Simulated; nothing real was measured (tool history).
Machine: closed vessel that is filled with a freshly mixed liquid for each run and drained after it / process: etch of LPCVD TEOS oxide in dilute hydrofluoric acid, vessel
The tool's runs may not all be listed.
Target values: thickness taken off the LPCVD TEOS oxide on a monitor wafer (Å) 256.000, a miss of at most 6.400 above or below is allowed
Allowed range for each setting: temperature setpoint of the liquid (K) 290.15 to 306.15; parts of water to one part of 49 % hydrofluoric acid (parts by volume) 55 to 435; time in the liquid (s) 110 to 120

run  hour  temperature setpoint of the liquid (K)  parts of water to one part of 49 % hydrofluoric acid (parts by volume)  time in the liquid (s)  thickness taken off the LPCVD TEOS oxide on a monitor wafer (Å)
  1   0.0                                  298.15                                                                     245                     110                                                           92.528
  2   6.5                                  299.65                                                                     215                     110                                                          113.930
  3  13.5                                  299.65                                                                     215                     120                                                          125.790
  4  20.3                                  296.65                                                                     215                     120                                                          112.400
  5  24.8                                  296.65                                                                     285                     120                                                           78.015
  6  30.9                                  296.65                                                                     285                     120                                                           79.508
  7  35.1                                  298.15                                                                     255                     120                                                           96.327
  8  40.7                                  299.65                                                                     230                     120                                                          115.100
  9  47.0                                  300.65                                                                     205                     120                                                          136.740
 10  49.2                                  301.65                                                                     190                     120                                                          156.410
 11  56.0                                  302.65                                                                     180                     120                                                          173.430
 12  60.3                                  303.15                                                                     170                     120                                                          189.210
 13  65.1                                  303.65                                                                     165                     120                                                          201.650
 14  71.9                                  304.15                                                                     160                     120                                                          208.320
 15  76.8                                  304.65                                                                     155                     120                                                          223.950
 16  78.8                                  305.15                                                                     155                     120                                                          226.850
 17  86.8                                  305.15                                                                     150                     120                                                          236.440

5 candidate next runs follow, results not yet known. Just one meets every target within its allowed miss. Identify it.
  A  94.8                                  305.65                                                                     150                     115                                                                ?
  B  94.8                                  306.15                                                                     135                     120                                                                ?
  C  94.8                                  304.65                                                                     130                     120                                                                ?
  D  94.8                                  306.15                                                                     145                     120                                                                ?
  E  94.8                                  304.15                                                                     130                     120                                                                ?

move  thickness taken off the LPCVD TEOS oxide on a monitor wafer (Å)
   A                                                          229.670
   B                                                          276.790
   C                                                          274.400
   D                                                          254.070
   E                                                          269.490
A: misses by more than the last run did
B: takes the result that was furthest off past its target
C: takes the result that was furthest off past its target
D: each result inside its tolerance
E: takes the result that was furthest off past its target
D is the move that brings every result within its allowed miss.
